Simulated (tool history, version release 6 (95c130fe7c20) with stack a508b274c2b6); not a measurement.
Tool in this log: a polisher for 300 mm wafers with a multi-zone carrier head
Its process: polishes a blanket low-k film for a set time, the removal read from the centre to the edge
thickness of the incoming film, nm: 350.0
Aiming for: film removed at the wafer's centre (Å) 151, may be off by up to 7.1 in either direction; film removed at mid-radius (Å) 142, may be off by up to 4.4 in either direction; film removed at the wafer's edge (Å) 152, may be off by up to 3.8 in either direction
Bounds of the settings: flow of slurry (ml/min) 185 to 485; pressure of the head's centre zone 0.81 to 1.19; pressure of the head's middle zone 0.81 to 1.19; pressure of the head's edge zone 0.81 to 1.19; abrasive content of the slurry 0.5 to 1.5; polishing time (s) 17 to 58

run  hour  flow of slurry (ml/min)  pressure of the head's centre zone  pressure of the head's middle zone  pressure of the head's edge zone  abrasive content of the slurry  polishing time (s)  film removed at the wafer's centre (Å)  film removed at mid-radius (Å)  film removed at the wafer's edge (Å)
  1     0                      310                                   1                                   1                                 1                               1                  37                                  131.68                          123.46                                121.85
  2   4.4                      315                                   1                                   1                              1.05                            1.05                  37                                  134.54                          124.46                                126.82
  3  10.3                      315                                   1                                   1                              1.05                            1.25                  37                                  145.44                          135.69                                136.93
  4  18.2                      320                                   1                                   1                              1.08                             1.3                  37                                  145.05                          136.15                                 140.6
     24.4  -- centre zone pressure recalibrated
  5  24.4                      325                                   1                                   1                               1.1                            1.35                  37                                  140.62                          140.65                                142.53
  6  25.2                      320                                1.01                                0.98                              1.11                             1.4                  37                                   141.5                          139.21                                147.36
  7  27.4                      320                                1.03                                0.98                              1.11                             1.4                  37                                  144.73                          141.21                                 146.4
  8    36                      320                                1.04                                0.97                              1.11                             1.4                  37                                  143.63                          141.17                                145.77
  9  43.2                      315                                1.03                                0.95                              1.09                             1.4                  37                                  143.47                          138.12                                145.13

Pick the move, out of 5, that brings all results within their allowed miss; only one does.
  A  50.4                      300                                1.09                                0.95                              0.97                            1.25                  40                                       ?                               ?                                     ?
  B  50.4                      365                                1.08                                1.07                              0.97                            1.35                  36                                       ?                               ?                                     ?
  C  50.4                      330                                1.06                                0.97                              1.16                            1.45                  37                                       ?                               ?                                     ?
  D  50.4                      370                                0.92                                0.99                              1.19                            1.45                  34                                       ?                               ?                                     ?
  E  50.4                      290                                1.03                                1.12                                 1                            1.35                  36                                       ?                               ?                                     ?

move  film removed at the wafer's centre (Å)  film removed at mid-radius (Å)  film removed at the wafer's edge (Å)
   A                                  161.49                          138.13                                141.79
   B                                  151.86                          144.45                                133.28
   C                                  155.96                          139.09                                150.82
   D                                   127.5                          131.45                                141.24
   E                                  141.91                          146.89                                132.52
A: misses by more than the last run did
B: misses by more than the last run did
C: every result within its allowed miss
D: misses by more than the last run did
E: misses by more than the last run did
Answer: C
